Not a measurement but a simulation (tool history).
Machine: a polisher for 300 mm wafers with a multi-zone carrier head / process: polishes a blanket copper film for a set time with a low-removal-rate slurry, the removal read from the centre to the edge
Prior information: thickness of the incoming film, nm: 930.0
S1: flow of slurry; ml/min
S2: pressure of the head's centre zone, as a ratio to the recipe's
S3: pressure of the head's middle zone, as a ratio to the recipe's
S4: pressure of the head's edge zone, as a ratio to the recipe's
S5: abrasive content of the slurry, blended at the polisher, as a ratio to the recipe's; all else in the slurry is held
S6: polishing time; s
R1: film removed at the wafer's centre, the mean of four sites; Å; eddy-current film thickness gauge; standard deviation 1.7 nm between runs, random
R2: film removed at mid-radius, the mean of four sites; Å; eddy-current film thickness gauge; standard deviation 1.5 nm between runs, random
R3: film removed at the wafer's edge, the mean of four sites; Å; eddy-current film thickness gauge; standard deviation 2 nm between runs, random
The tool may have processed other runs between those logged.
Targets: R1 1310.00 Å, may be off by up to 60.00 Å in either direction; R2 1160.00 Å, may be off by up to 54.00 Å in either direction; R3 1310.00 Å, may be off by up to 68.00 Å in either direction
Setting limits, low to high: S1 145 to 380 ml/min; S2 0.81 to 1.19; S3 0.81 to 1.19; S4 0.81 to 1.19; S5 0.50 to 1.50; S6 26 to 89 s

| run | hour | S1 | S2 | S3 | S4 | S5 | S6 | R1 | R2 | R3 |
|---|---|---|---|---|---|---|---|---|---|---|
| 1 | 0.0 | 245 | 1.00 | 1.00 | 1.00 | 1.00 | 57 | 980.39 | 990.89 | 980.31 |
| 2 | 8.2 | 245 | 1.02 | 0.98 | 1.03 | 1.10 | 59 | 1041.30 | 1008.40 | 1024.20 |
| 3 | 9.6 | 245 | 1.02 | 0.98 | 1.03 | 1.10 | 66 | 1165.20 | 1124.50 | 1160.50 |
| 4 | 14.1 | 245 | 1.02 | 0.98 | 1.11 | 1.10 | 66 | 1177.10 | 1155.30 | 1165.10 |
| 5 | 20.6 | 245 | 1.06 | 0.98 | 1.11 | 1.10 | 66 | 1224.80 | 1126.50 | 1226.70 |
| 6 | 22.8 | 245 | 1.06 | 0.98 | 1.11 | 1.10 | 76 | 1368.40 | 1315.50 | 1382.10 |
| 7 | 27.1 | 245 | 1.06 | 0.96 | 1.10 | 1.05 | 76 | 1398.00 | 1288.60 | 1374.90 |
| 8 | 35.1 | 235 | 1.05 | 0.94 | 1.11 | 1.05 | 75 | 1313.90 | 1229.90 | 1325.50 |
| 9 | 38.4 | 235 | 1.06 | 0.93 | 1.11 | 1.05 | 75 | 1344.50 | 1230.80 | 1301.40 |
| 10 | 42.3 | 240 | 1.07 | 0.94 | 1.13 | 1.05 | 74 | 1358.10 | 1213.00 | 1352.80 |

Pick the move, out of 5, that brings all results within their allowed miss; only one does.
| A | 46.2 | 200 | 0.97 | 0.93 | 0.92 | 1.15 | 83 | ? | ? | ? |
| B | 46.2 | 235 | 1.04 | 0.90 | 0.85 | 1.40 | 77 | ? | ? | ? |
| C | 46.2 | 195 | 0.99 | 1.02 | 1.03 | 1.15 | 78 | ? | ? | ? |
| D | 46.2 | 165 | 1.09 | 0.94 | 1.16 | 0.70 | 81 | ? | ? | ? |
| E | 46.2 | 240 | 0.97 | 0.98 | 1.18 | 0.95 | 79 | ? | ? | ? |

| move | R1 | R2 | R3 |
|---|---|---|---|
| A | 1381.90 | 1344.40 | 1370.00 |
| B | 1460.80 | 1285.70 | 1298.00 |
| C | 1320.70 | 1359.90 | 1344.80 |
| D | 1349.20 | 1181.10 | 1332.10 |
| E | 1309.60 | 1326.40 | 1433.10 |
A: the biggest miss grows against the last run
B: the biggest miss grows against the last run
C: the biggest miss grows against the last run
D: every result within its allowed miss
E: the biggest miss grows against the last run
Move D is the one to make.
